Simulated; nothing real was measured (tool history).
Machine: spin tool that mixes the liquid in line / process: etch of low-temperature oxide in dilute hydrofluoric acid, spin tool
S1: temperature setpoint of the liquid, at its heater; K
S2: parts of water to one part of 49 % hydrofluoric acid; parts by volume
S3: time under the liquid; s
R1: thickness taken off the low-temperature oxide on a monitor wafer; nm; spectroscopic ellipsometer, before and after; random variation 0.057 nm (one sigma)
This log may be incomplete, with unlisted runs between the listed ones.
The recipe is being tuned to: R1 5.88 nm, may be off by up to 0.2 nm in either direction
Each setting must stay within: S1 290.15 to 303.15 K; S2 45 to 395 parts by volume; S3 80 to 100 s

run 1 hour=0 | S1=295.15 S2=220 S3=100 | R1=13.983
run 2 hour=3 | S1=294.15 S2=245 S3=100 | R1=11.61
run 3 hour=5.4 | S1=293.15 S2=265 S3=100 | R1=10.317
run 4 hour=11.4 | S1=293.15 S2=265 S3=80 | R1=8.1094
run 5 hour=14.3 | S1=292.65 S2=270 S3=80 | R1=8.0442
run 6 hour=16.1 | S1=292.15 S2=280 S3=80 | R1=7.372
run 7 hour=19.7 | S1=292.15 S2=280 S3=80 | R1=7.5182
run 8 hour=20.7 | S1=291.65 S2=285 S3=80 | R1=6.9691
run 9 hour=28.5 | S1=291.15 S2=290 S3=80 | R1=6.7991
run 10 hour=32.7 | S1=291.15 S2=295 S3=80 | R1=6.6815
run 11 hour=39.3 | S1=291.15 S2=300 S3=80 | R1=6.6765
run 12 hour=46.4 | S1=291.15 S2=305 S3=80 | R1=6.2324
run 13 hour=48.6 | S1=290.65 S2=305 S3=80 | R1=6.2172

Which one of the following 4 next-run settings gets every result inside its allowed miss? There is exactly one.
run A hour=50.8 | S1=290.15 S2=350 S3=90 | R1=?
run B hour=50.8 | S1=290.15 S2=335 S3=95 | R1=?
run C hour=50.8 | S1=292.65 S2=365 S3=80 | R1=?
run D hour=50.8 | S1=291.15 S2=315 S3=85 | R1=?

move=A R1=5.708
move=B R1=6.3716
move=C R1=5.2615
move=D R1=6.3977
A: every result within its allowed miss
B: its largest miss is bigger than the last run's
C: pushes the last run's worst result past its target
D: its largest miss is bigger than the last run's
Answer: A

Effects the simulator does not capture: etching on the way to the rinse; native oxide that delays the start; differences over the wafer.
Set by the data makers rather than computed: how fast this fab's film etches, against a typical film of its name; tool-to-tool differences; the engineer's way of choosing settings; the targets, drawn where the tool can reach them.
